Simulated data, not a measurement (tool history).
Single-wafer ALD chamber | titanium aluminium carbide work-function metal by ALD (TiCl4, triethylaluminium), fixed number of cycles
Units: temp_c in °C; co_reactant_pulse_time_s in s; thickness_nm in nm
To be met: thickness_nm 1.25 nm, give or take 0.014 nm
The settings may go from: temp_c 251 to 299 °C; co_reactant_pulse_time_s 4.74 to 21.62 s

| run | hour | temp_c | co_reactant_pulse_time_s | thickness_nm |
|---|---|---|---|---|
| 1 | 0 | 275 | 13.18 | 1.62 |
| 2 | 2.4 | 275 | 16.34 | 1.6576 |
| 3 | 4 | 268 | 13.03 | 1.5668 |
| 4 | 6.7 | 268 | 10.33 | 1.5228 |
| 5 | 8.8 | 268 | 13.95 | 1.5683 |
| 6 | 13.7 | 263 | 11.33 | 1.505 |
| 7 | 14.3 | 260 | 9.45 | 1.4317 |
| 8 | 17.1 | 257 | 8.11 | 1.3314 |
| 9 | 21.7 | 255 | 7.83 | 1.2981 |
| 10 | 23.6 | 254 | 7.79 | 1.2872 |
| 11 | 24.2 | 253 | 7.76 | 1.2779 |

Consider the 5 candidate settings below. Which is the only one whose results all fall within their allowed miss of target?
| A | 24.8 | 251 | 8.95 | ? |
| B | 24.8 | 252 | 7.2 | ? |
| C | 24.8 | 251 | 7.46 | ? |
| D | 24.8 | 251 | 8.38 | ? |
| E | 24.8 | 251 | 8.07 | ? |

| move | thickness_nm |
|---|---|
| A | 1.3457 |
| B | 1.2183 |
| C | 1.2442 |
| D | 1.3147 |
| E | 1.2941 |
A: lands further from the targets than the last run did
B: moves the result that the last run missed by most past its target, out the other side
C: hits every target within its allowed miss
D: lands further from the targets than the last run did
E: lands further from the targets than the last run did
The move that meets every target is C.
